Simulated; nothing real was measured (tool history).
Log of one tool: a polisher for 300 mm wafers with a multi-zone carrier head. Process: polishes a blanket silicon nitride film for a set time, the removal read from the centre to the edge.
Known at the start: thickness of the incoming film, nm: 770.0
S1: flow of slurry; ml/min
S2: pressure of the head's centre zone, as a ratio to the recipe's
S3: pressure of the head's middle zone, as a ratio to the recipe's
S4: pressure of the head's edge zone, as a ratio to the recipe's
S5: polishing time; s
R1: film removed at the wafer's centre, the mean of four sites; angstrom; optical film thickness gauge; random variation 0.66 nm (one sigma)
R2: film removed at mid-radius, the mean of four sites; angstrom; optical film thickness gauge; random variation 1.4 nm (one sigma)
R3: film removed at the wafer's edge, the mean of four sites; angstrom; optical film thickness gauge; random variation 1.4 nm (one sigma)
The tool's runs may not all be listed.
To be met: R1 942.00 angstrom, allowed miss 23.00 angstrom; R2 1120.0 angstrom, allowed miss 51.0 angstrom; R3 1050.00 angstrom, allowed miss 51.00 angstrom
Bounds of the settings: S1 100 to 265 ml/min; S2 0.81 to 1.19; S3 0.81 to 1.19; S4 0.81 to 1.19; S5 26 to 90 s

run,hour,S1,S2,S3,S4,S5,R1,R2,R3
1,0.0,170,1.00,1.00,1.00,58,1240.20,1244.6,1250.40
2,7.3,160,0.96,1.00,0.96,57,1169.50,1247.6,1193.00
3,9.2,160,0.89,1.00,0.96,57,1083.10,1207.7,1180.80
4,16.0,150,0.87,0.99,0.94,56,1025.90,1171.3,1174.40
5,22.4,150,0.87,1.00,0.92,55,1010.90,1182.6,1112.10
6,27.6,150,0.87,1.00,0.85,55,1015.40,1162.9,1049.20
7,33.2,140,0.86,1.00,0.85,55,991.16,1142.4,1100.50
8,41.7,140,0.85,1.00,0.85,55,981.37,1166.9,1077.10

Which of these 4 next moves meets every target?
A,50.2,190,0.94,1.16,0.81,48,?,?,?
B,50.2,140,0.86,0.95,0.81,56,?,?,?
C,50.2,230,0.96,1.08,0.81,46,?,?,?
D,50.2,100,0.86,0.99,0.83,57,?,?,?

move,R1,R2,R3
A,1010.10,1188.7,929.98
B,1018.60,1115.5,1050.50
C,1016.10,1098.2,908.76
D,960.00,1098.7,1030.40
A: further off than the last run
B: further off than the last run
C: further off than the last run
D: meets every target
The right move is D.
